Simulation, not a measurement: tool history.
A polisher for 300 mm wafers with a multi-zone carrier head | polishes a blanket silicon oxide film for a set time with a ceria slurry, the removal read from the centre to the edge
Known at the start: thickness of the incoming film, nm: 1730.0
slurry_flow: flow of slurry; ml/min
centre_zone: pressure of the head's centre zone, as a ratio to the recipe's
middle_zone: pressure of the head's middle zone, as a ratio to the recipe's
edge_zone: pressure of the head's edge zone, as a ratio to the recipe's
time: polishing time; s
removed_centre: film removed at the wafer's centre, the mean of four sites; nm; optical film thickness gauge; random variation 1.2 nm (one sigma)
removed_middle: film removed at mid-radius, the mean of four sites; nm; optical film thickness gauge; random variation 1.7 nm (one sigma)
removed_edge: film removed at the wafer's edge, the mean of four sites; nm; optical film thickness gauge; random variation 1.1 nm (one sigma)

run    day  slurry_flow  centre_zone  middle_zone  edge_zone  time  removed_centre  removed_middle  removed_edge
  1  0.000          285         1.00         1.00       1.00    31          169.84          174.88        176.56
  2  0.058          285         1.00         0.92       1.00    31          168.86          162.98        174.76
  3  0.379          285         1.01         0.93       0.97    30          165.00          163.10        170.30
  4  0.467          285         1.01         0.93       1.01    30          163.50          158.32        173.64
  5  0.600          285         0.96         0.93       1.01    30          153.71          160.60        173.28
  6  0.642          285         0.98         0.93       0.98    29          156.19          159.37        162.46
  7  0.708          280         0.98         0.91       0.96    28          148.27          145.77        158.33
  8  0.929          290         0.99         0.93       0.94    27          146.20          144.01        151.55

Run 9 comes next. What will it give?
  9  1.012          285         1.05         0.98       0.84    23               ?               ?             ?

{"run 9": {"removed_centre": 131.49, "removed_middle": 130.34, "removed_edge": 122.2}}

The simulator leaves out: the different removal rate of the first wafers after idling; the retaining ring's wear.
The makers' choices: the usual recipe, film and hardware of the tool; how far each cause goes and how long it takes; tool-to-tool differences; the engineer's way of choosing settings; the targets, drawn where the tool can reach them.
